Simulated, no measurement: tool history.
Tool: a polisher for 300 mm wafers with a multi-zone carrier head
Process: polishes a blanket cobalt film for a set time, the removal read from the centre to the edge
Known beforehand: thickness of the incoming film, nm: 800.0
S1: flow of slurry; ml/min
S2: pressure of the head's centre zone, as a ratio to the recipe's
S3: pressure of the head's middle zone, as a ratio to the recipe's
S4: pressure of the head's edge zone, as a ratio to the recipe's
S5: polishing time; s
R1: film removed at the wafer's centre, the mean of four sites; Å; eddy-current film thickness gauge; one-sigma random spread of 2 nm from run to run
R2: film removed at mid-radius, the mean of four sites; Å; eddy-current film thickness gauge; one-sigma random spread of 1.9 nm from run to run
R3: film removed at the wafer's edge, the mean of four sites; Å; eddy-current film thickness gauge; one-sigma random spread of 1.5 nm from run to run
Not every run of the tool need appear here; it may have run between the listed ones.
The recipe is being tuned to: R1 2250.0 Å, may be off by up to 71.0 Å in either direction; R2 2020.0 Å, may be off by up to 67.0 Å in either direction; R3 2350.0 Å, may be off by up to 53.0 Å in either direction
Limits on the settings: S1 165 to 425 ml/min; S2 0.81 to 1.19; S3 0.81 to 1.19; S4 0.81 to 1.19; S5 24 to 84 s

run	hour	S1	S2	S3	S4	S5	R1	R2	R3
1	0.0	275	1.00	1.00	1.00	54	2691.5	3060.1	3103.9
2	2.4	315	1.00	1.00	1.00	54	2708.2	3128.4	3149.0
3	8.0	315	1.00	1.00	0.92	54	2757.3	3109.2	3000.7
4	15.6	300	1.00	0.97	0.92	52	2587.7	2902.7	2906.3
# hour 21.0: centre zone pressure recalibrated
5	21.0	300	0.92	0.97	0.92	52	2722.9	2925.0	2884.1
6	21.8	300	0.92	0.93	0.92	52	2757.5	2854.8	2930.4
7	27.7	285	0.92	0.91	0.92	50	2620.6	2646.2	2811.7
8	28.7	275	0.93	0.90	0.91	49	2524.3	2550.0	2711.4
9	33.3	265	0.92	0.89	0.90	48	2459.4	2504.7	2605.6
10	40.8	280	0.92	0.88	0.90	47	2434.0	2437.2	2573.9
11	47.9	260	0.96	0.81	0.96	40	2190.5	1912.7	2259.2
12	49.4	265	0.96	0.81	0.96	40	2161.0	1927.4	2248.0

Consider the 4 candidate settings below. Which is the only one whose results all fall within their allowed miss of target?
A	50.9	190	0.99	0.86	1.03	39	?	?	?
B	50.9	210	0.98	0.90	0.93	43	?	?	?
C	50.9	255	0.98	0.84	0.99	41	?	?	?
D	50.9	340	0.91	0.85	0.88	39	?	?	?

move	R1	R2	R3
A	2070.8	1880.7	2174.6
B	2304.3	2186.0	2311.4
C	2265.4	2031.5	2319.8
D	2069.9	2012.9	2138.5
A: its largest miss is bigger than the last run's
B: meets the target for the result that was furthest off, but another lies outside its allowed miss
C: every result within its allowed miss
D: its largest miss is bigger than the last run's
Answer: C
